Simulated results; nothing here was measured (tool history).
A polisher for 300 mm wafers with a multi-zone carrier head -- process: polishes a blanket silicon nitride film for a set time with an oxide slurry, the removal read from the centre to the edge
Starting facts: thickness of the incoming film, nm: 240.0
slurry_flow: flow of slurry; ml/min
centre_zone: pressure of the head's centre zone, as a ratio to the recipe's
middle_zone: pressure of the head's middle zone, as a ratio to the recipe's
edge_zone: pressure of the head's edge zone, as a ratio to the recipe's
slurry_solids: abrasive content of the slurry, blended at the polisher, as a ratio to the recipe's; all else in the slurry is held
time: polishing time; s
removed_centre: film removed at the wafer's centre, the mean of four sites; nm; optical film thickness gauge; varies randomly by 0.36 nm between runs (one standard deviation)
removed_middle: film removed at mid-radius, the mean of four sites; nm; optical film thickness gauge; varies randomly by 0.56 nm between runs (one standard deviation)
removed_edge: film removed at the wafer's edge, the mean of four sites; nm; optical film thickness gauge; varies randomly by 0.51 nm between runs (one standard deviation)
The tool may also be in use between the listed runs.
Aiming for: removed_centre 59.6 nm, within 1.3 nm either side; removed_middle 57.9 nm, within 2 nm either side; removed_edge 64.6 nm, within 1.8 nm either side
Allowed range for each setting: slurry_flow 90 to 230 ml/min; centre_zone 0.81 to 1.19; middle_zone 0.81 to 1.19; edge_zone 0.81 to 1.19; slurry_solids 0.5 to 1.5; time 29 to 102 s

{"run": 1, "hour": 0.0, "slurry_flow": 150, "centre_zone": 1, "middle_zone": 1, "edge_zone": 1, "slurry_solids": 1, "time": 65, "removed_centre": 51.708, "removed_middle": 52.334, "removed_edge": 51.747}
{"run": 2, "hour": 8.1, "slurry_flow": 150, "centre_zone": 1, "middle_zone": 1, "edge_zone": 1, "slurry_solids": 1, "time": 79, "removed_centre": 62.07, "removed_middle": 62.152, "removed_edge": 62.586}
{"run": 3, "hour": 14.9, "slurry_flow": 145, "centre_zone": 1, "middle_zone": 0.99, "edge_zone": 1.02, "slurry_solids": 1, "time": 79, "removed_centre": 62.449, "removed_middle": 61.405, "removed_edge": 64.182}
{"run": 4, "hour": 20.2, "slurry_flow": 115, "centre_zone": 1, "middle_zone": 0.99, "edge_zone": 1.02, "slurry_solids": 1, "time": 79, "removed_centre": 58.105, "removed_middle": 59.236, "removed_edge": 59.932}
{"run": 5, "hour": 26.9, "slurry_flow": 115, "centre_zone": 1.08, "middle_zone": 0.99, "edge_zone": 1.02, "slurry_solids": 1, "time": 79, "removed_centre": 62.512, "removed_middle": 58.612, "removed_edge": 61.712}
{"run": 6, "hour": 30.1, "slurry_flow": 115, "centre_zone": 1.08, "middle_zone": 0.99, "edge_zone": 0.97, "slurry_solids": 1, "time": 79, "removed_centre": 62.609, "removed_middle": 57.356, "removed_edge": 59.353}
{"run": 7, "hour": 36.9, "slurry_flow": 115, "centre_zone": 1.07, "middle_zone": 0.98, "edge_zone": 1, "slurry_solids": 1, "time": 79, "removed_centre": 62.102, "removed_middle": 58.081, "removed_edge": 60.502}
{"run": 8, "hour": 37.5, "slurry_flow": 115, "centre_zone": 1.07, "middle_zone": 0.98, "edge_zone": 1, "slurry_solids": 1, "time": 79, "removed_centre": 61.706, "removed_middle": 57.765, "removed_edge": 60.565}
{"run": 9, "hour": 41.3, "slurry_flow": 115, "centre_zone": 1.06, "middle_zone": 0.97, "edge_zone": 1.02, "slurry_solids": 1, "time": 79, "removed_centre": 61.443, "removed_middle": 58.343, "removed_edge": 60.5}
{"run": 10, "hour": 42.9, "slurry_flow": 115, "centre_zone": 1.05, "middle_zone": 0.94, "edge_zone": 1.06, "slurry_solids": 1, "time": 79, "removed_centre": 60.824, "removed_middle": 56.02, "removed_edge": 62.588}
{"run": 11, "hour": 46.2, "slurry_flow": 115, "centre_zone": 1.04, "middle_zone": 0.94, "edge_zone": 1.07, "slurry_solids": 1, "time": 79, "removed_centre": 59.536, "removed_middle": 55.667, "removed_edge": 61.586}
{"run": 12, "hour": 54.3, "slurry_flow": 115, "centre_zone": 1.04, "middle_zone": 0.94, "edge_zone": 1.08, "slurry_solids": 1, "time": 79, "removed_centre": 60.066, "removed_middle": 56.156, "removed_edge": 63.21}
{"run": 13, "hour": 59.8, "slurry_flow": 115, "centre_zone": 1.04, "middle_zone": 0.94, "edge_zone": 1.09, "slurry_solids": 1, "time": 79, "removed_centre": 60.304, "removed_middle": 56.045, "removed_edge": 62.062}
{"run": 14, "hour": 61.0, "slurry_flow": 115, "centre_zone": 1.03, "middle_zone": 0.94, "edge_zone": 1.1, "slurry_solids": 1, "time": 79, "removed_centre": 59.609, "removed_middle": 55.697, "removed_edge": 63.593}

5 candidate next runs follow, results not yet known. Just one meets every target within its allowed miss. Identify it.
{"run": "A", "hour": 62.2, "slurry_flow": 110, "centre_zone": 1.02, "middle_zone": 0.88, "edge_zone": 1.14, "slurry_solids": 0.95, "time": 84, "removed_centre": "?", "removed_middle": "?", "removed_edge": "?"}
{"run": "B", "hour": 62.2, "slurry_flow": 115, "centre_zone": 1.08, "middle_zone": 0.89, "edge_zone": 1.15, "slurry_solids": 0.95, "time": 80, "removed_centre": "?", "removed_middle": "?", "removed_edge": "?"}
{"run": "C", "hour": 62.2, "slurry_flow": 120, "centre_zone": 1.07, "middle_zone": 0.99, "edge_zone": 1.05, "slurry_solids": 1.05, "time": 75, "removed_centre": "?", "removed_middle": "?", "removed_edge": "?"}
{"run": "D", "hour": 62.2, "slurry_flow": 105, "centre_zone": 0.98, "middle_zone": 0.93, "edge_zone": 1.04, "slurry_solids": 1, "time": 85, "removed_centre": "?", "removed_middle": "?", "removed_edge": "?"}
{"run": "E", "hour": 62.2, "slurry_flow": 140, "centre_zone": 1.04, "middle_zone": 0.9, "edge_zone": 1.07, "slurry_solids": 0.9, "time": 80, "removed_centre": "?", "removed_middle": "?", "removed_edge": "?"}

move=A removed_centre=60.276 removed_middle=53.268 removed_edge=66.201
move=B removed_centre=61.394 removed_middle=51.867 removed_edge=63.895
move=C removed_centre=60.565 removed_middle=56.282 removed_edge=60.266
move=D removed_centre=59.243 removed_middle=56.962 removed_edge=64.797
move=E removed_centre=61.226 removed_middle=53.681 removed_edge=62.193
A: its largest miss is bigger than the last run's
B: its largest miss is bigger than the last run's
C: gets the furthest-off result to its target, but another result is out of tolerance
D: in spec on every target
E: its largest miss is bigger than the last run's
Go with D: it meets all targets.
